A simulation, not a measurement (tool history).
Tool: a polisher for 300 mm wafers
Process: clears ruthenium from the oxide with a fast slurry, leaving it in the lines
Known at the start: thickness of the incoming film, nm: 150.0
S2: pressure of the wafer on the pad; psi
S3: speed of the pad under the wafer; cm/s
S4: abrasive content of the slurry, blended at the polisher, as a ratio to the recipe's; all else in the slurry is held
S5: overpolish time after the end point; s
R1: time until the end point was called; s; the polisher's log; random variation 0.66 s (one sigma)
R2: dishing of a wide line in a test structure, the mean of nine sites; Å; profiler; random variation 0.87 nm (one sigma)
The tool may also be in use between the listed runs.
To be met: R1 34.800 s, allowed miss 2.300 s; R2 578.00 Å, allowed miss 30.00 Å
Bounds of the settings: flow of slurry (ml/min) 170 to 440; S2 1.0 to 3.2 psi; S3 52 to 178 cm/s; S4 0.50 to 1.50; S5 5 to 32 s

{"run": 1, "day": 0.0, "flow of slurry (ml/min)": 280, "S2": 2.1, "S3": 114, "S4": 1.0, "S5": 16, "R1": 45.612, "R2": 482.86}
{"run": 2, "day": 0.125, "flow of slurry (ml/min)": 280, "S2": 2.1, "S3": 114, "S4": 0.8, "S5": 16, "R1": 50.403, "R2": 429.52}
{"run": 3, "day": 0.15, "flow of slurry (ml/min)": 280, "S2": 2.3, "S3": 114, "S4": 0.8, "S5": 16, "R1": 46.201, "R2": 462.16}
{"run": 4, "day": 0.238, "flow of slurry (ml/min)": 280, "S2": 2.8, "S3": 114, "S4": 0.8, "S5": 16, "R1": 38.455, "R2": 572.26}
{"run": 5, "day": 0.517, "flow of slurry (ml/min)": 280, "S2": 2.8, "S3": 114, "S4": 0.7, "S5": 16, "R1": 41.552, "R2": 517.93}
{"run": 6, "day": 0.833, "flow of slurry (ml/min)": 280, "S2": 2.9, "S3": 116, "S4": 0.7, "S5": 16, "R1": 39.227, "R2": 537.08}
{"run": 7, "day": 1.083, "flow of slurry (ml/min)": 280, "S2": 3.0, "S3": 116, "S4": 0.7, "S5": 16, "R1": 37.962, "R2": 552.31}
{"run": 8, "day": 1.229, "flow of slurry (ml/min)": 280, "S2": 3.1, "S3": 116, "S4": 0.7, "S5": 16, "R1": 38.307, "R2": 571.91}

5 next moves are on the table. One of them brings every result within its allowed miss. Which?
{"run": "A", "day": 1.375, "flow of slurry (ml/min)": 270, "S2": 3.2, "S3": 118, "S4": 0.75, "S5": 15, "R1": "?", "R2": "?"}
{"run": "B", "day": 1.375, "flow of slurry (ml/min)": 295, "S2": 2.7, "S3": 124, "S4": 0.65, "S5": 17, "R1": "?", "R2": "?"}
{"run": "C", "day": 1.375, "flow of slurry (ml/min)": 265, "S2": 3.2, "S3": 152, "S4": 0.7, "S5": 11, "R1": "?", "R2": "?"}
{"run": "D", "day": 1.375, "flow of slurry (ml/min)": 245, "S2": 3.0, "S3": 134, "S4": 0.6, "S5": 17, "R1": "?", "R2": "?"}
{"run": "E", "day": 1.375, "flow of slurry (ml/min)": 295, "S2": 3.2, "S3": 144, "S4": 0.7, "S5": 12, "R1": "?", "R2": "?"}

move=A R1=34.397 R2=580.44
move=B R1=42.623 R2=535.30
move=C R1=29.091 R2=509.85
move=D R1=38.745 R2=583.66
move=E R1=30.225 R2=533.07
A: meets every target
B: further off than the last run
C: takes the result that was furthest off past its target
D: further off than the last run
E: takes the result that was furthest off past its target
Answer: A
